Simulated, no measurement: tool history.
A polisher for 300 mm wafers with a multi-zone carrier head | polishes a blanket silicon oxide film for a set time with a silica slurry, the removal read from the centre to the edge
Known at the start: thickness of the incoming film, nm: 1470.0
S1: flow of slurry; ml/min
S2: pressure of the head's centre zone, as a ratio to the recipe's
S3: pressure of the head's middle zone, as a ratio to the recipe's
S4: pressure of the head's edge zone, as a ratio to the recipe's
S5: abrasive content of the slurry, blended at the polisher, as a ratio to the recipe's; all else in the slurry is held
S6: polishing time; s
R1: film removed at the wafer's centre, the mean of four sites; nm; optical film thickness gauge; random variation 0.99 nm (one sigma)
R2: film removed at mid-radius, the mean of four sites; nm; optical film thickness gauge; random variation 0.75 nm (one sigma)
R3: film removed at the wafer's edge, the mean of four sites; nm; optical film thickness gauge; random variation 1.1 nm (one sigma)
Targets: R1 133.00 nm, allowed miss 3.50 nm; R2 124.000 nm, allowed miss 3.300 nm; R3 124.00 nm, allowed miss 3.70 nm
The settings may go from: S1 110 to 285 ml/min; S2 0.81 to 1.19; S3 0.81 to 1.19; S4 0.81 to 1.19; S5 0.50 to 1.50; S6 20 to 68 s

run 1 hour=0.0 | S1=180 S2=1.00 S3=1.00 S4=1.00 S5=1.00 S6=44 | R1=116.45 R2=115.000 R3=117.20
run 2 hour=8.5 | S1=190 S2=1.01 S3=1.00 S4=1.00 S5=1.00 S6=44 | R1=117.67 R2=115.370 R3=115.54
run 3 hour=14.0 | S1=190 S2=1.01 S3=1.00 S4=1.00 S5=0.90 S6=44 | R1=111.95 R2=107.810 R3=112.81
run 4 hour=18.2 | S1=195 S2=1.02 S3=1.01 S4=1.01 S5=0.90 S6=44 | R1=112.87 R2=110.590 R3=110.26
run 5 hour=22.0 | S1=195 S2=1.02 S3=0.98 S4=1.01 S5=0.90 S6=44 | R1=114.85 R2=108.350 R3=110.31
run 6 hour=25.8 | S1=230 S2=1.02 S3=0.98 S4=1.01 S5=0.90 S6=44 | R1=116.03 R2=111.060 R3=115.49
run 7 hour=34.3 | S1=235 S2=1.03 S3=0.98 S4=1.02 S5=0.90 S6=44 | R1=118.50 R2=110.490 R3=114.93
run 8 hour=38.0 | S1=240 S2=1.03 S3=0.99 S4=1.03 S5=0.90 S6=44 | R1=118.88 R2=111.960 R3=116.75
run 9 hour=39.6 | S1=245 S2=1.04 S3=1.00 S4=1.03 S5=0.90 S6=44 | R1=121.74 R2=113.450 R3=116.02

5 next moves are on the table. One of them brings every result within its allowed miss. Which?
run A hour=41.2 | S1=250 S2=1.08 S3=1.04 S4=1.05 S5=1.10 S6=42 | R1=? R2=? R3=?
run B hour=41.2 | S1=280 S2=1.14 S3=0.81 S4=1.05 S5=1.00 S6=42 | R1=? R2=? R3=?
run C hour=41.2 | S1=245 S2=1.01 S3=1.07 S4=1.02 S5=0.85 S6=41 | R1=? R2=? R3=?
run D hour=41.2 | S1=205 S2=1.19 S3=0.97 S4=1.02 S5=0.95 S6=43 | R1=? R2=? R3=?
run E hour=41.2 | S1=195 S2=1.01 S3=0.99 S4=0.97 S5=1.05 S6=39 | R1=? R2=? R3=?

move=A R1=133.16 R2=122.850 R3=124.98
move=B R1=135.99 R2=99.774 R3=120.81
move=C R1=106.12 R2=106.990 R3=105.14
move=D R1=135.61 R2=108.270 R3=115.12
move=E R1=108.72 R2=104.080 R3=106.62
A: meets every target
B: brings the result that was furthest off to its target, and leaves another outside
C: further off than the last run
D: brings the result that was furthest off to its target, and leaves another outside
E: further off than the last run
Answer: A
